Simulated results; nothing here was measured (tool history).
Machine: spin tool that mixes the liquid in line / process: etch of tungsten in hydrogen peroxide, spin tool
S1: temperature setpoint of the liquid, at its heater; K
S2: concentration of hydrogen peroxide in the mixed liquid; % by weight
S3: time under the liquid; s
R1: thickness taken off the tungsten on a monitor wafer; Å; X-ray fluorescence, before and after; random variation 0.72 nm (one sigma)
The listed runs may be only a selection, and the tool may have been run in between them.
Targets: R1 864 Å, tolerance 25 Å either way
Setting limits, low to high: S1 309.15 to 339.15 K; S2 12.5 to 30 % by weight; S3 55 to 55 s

{"run": 1, "day": 0.0, "S1": 325.15, "S2": 24.5, "S3": 55, "R1": 536.2}
{"run": 2, "day": 0.146, "S1": 326.15, "S2": 24.5, "S3": 55, "R1": 574.33}
{"run": 3, "day": 0.217, "S1": 327.15, "S2": 24.5, "S3": 55, "R1": 606.88}
{"run": 4, "day": 0.579, "S1": 327.15, "S2": 22, "S3": 55, "R1": 585.82}
{"run": 5, "day": 0.938, "S1": 327.15, "S2": 20, "S3": 55, "R1": 549.5}
{"run": 6, "day": 1.258, "S1": 328.15, "S2": 20, "S3": 55, "R1": 589.51}
{"run": 7, "day": 1.296, "S1": 328.65, "S2": 20, "S3": 55, "R1": 603.88}
{"run": 8, "day": 1.621, "S1": 335.65, "S2": 20, "S3": 55, "R1": 915.56}
{"run": 9, "day": 1.975, "S1": 335.65, "S2": 20, "S3": 55, "R1": 897.92}

4 next moves are on the table. One of them brings every result within its allowed miss. Which?
{"run": "A", "day": 2.329, "S1": 336.15, "S2": 19, "S3": 55, "R1": "?"}
{"run": "B", "day": 2.329, "S1": 334.15, "S2": 22, "S3": 55, "R1": "?"}
{"run": "C", "day": 2.329, "S1": 336.15, "S2": 15, "S3": 55, "R1": "?"}
{"run": "D", "day": 2.329, "S1": 336.15, "S2": 19.5, "S3": 55, "R1": "?"}

move=A R1=908.73
move=B R1=872.8
move=C R1=807.42
move=D R1=920.6
A: further off than the last run
B: every result within its allowed miss
C: the result that was furthest off in the last run now lies on the other side of its target
D: further off than the last run
The right move is B.

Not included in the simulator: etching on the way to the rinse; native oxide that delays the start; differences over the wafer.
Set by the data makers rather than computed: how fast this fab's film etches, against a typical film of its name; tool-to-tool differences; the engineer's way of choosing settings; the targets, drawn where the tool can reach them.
